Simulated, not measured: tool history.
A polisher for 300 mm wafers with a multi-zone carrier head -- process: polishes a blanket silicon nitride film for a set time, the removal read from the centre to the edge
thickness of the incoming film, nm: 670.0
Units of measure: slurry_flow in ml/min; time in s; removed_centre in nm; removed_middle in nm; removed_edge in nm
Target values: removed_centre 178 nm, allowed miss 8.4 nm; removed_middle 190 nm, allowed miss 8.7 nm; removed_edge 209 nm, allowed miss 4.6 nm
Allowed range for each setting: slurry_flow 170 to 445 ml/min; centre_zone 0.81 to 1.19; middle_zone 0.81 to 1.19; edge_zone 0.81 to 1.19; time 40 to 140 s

run,hour,slurry_flow,centre_zone,middle_zone,edge_zone,time,removed_centre,removed_middle,removed_edge
1,0,285,1,1,1,90,177.32,182.64,179.76
2,2.1,285,0.93,1,1,90,167.88,181.42,181.41
3,3.5,285,0.85,1,1,90,151.87,183.42,180.32
4,8.9,285,0.89,1,1,90,158.92,185.44,179.24
5,17.6,285,0.89,0.94,1,90,155.95,175.94,179.61
6,21.8,295,0.91,0.95,1.05,91,167.31,176.23,186.87
7,24.9,295,0.91,0.95,1.05,91,162.02,182.41,188.82
8,31.7,305,0.93,0.94,1.08,91,166.63,177.92,188.04
9,34.6,300,0.91,0.93,1.15,101,184.56,196.01,216.89
10,38.7,295,0.91,0.93,1.14,101,181.61,193.65,215.36
11,41,290,0.91,0.93,1.13,101,178.89,193.67,214.06

Of the 5 settings listed for the next run, only one would bring every result within its allowed miss of target. Which one?
A,43.3,390,0.99,1.08,1.06,99,?,?,?
B,43.3,305,1,0.85,1.13,104,?,?,?
C,43.3,345,0.92,0.97,1.06,105,?,?,?
D,43.3,265,0.86,0.91,1.18,102,?,?,?
E,43.3,305,0.95,0.98,1.19,96,?,?,?

move,removed_centre,removed_middle,removed_edge
A,197.94,215.2,207.82
B,204.74,190.48,221.45
C,192.67,211.03,218.91
D,169.53,191.71,218.85
E,179.59,191.82,209.15
A: the furthest-off result lands on target, but another misses its tolerance
B: its largest miss is bigger than the last run's
C: its largest miss is bigger than the last run's
D: its largest miss is bigger than the last run's
E: hits every target within its allowed miss
So the answer is move E, the one that meets all the targets.
